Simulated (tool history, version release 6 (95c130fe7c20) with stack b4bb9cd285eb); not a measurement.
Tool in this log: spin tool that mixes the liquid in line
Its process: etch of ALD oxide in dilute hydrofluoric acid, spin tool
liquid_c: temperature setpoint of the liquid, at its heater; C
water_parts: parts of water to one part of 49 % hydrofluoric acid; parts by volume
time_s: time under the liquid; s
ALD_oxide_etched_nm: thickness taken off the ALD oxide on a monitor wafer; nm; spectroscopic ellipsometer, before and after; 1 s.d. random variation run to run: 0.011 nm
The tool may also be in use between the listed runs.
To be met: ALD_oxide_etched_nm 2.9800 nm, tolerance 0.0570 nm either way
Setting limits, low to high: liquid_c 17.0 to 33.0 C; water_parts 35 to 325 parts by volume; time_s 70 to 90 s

run	day	liquid_c	water_parts	time_s	ALD_oxide_etched_nm
1	0.000	25.0	180	90	6.5289
2	0.154	23.0	200	90	5.3276
3	0.242	23.0	200	70	4.1823
4	0.500	21.5	200	70	3.9529
5	0.604	19.0	200	70	3.5782
6	0.792	19.0	245	70	2.8050
7	0.933	19.5	245	70	2.8455
8	1.175	20.0	245	70	2.9079

Exercise: of the 4 proposed moves below, exactly one satisfies all targets within the stated allowed misses. Which move is it?
A	1.417	19.5	280	80	?
B	1.417	18.5	270	85	?
C	1.417	19.5	245	70	?
D	1.417	20.5	295	85	?

move	ALD_oxide_etched_nm
A	2.7619
B	2.9576
C	2.8515
D	2.8507
A: moves away from the targets compared with the last run
B: all results land within tolerance of their targets
C: moves away from the targets compared with the last run
D: moves away from the targets compared with the last run
The move that meets every target is B.

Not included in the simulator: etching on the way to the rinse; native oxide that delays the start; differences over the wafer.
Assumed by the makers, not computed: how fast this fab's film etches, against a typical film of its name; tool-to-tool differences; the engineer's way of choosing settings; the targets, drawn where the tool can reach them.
